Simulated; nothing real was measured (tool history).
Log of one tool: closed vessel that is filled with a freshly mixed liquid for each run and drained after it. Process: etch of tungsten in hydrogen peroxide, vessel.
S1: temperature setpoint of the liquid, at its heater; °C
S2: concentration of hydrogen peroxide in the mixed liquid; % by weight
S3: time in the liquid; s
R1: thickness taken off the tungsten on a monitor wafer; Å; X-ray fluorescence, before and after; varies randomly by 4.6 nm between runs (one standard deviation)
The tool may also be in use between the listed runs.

run 1 day=0.000 | S1=49.0 S2=21.5 S3=105 | R1=2685.5
run 2 day=0.212 | S1=50.5 S2=21.5 S3=105 | R1=2944.9
run 3 day=0.575 | S1=52.0 S2=21.5 S3=105 | R1=3185.9
run 4 day=0.633 | S1=52.0 S2=18.0 S3=105 | R1=2964.2
run 5 day=0.879 | S1=52.0 S2=13.5 S3=105 | R1=2517.1
run 6 day=1.046 | S1=52.0 S2=18.0 S3=105 | R1=2909.3
run 7 day=1.158 | S1=53.5 S2=18.0 S3=105 | R1=3215.5
run 8 day=1.471 | S1=54.5 S2=18.0 S3=105 | R1=3341.0
-- day=1.525 thermometer replaced
run 9 day=1.525 | S1=55.5 S2=18.0 S3=105 | R1=3116.1

What does the tool deliver on the next run?
run 10 day=1.862 | S1=57.0 S2=19.5 S3=105 | R1=?

R1: 3552.9 Å
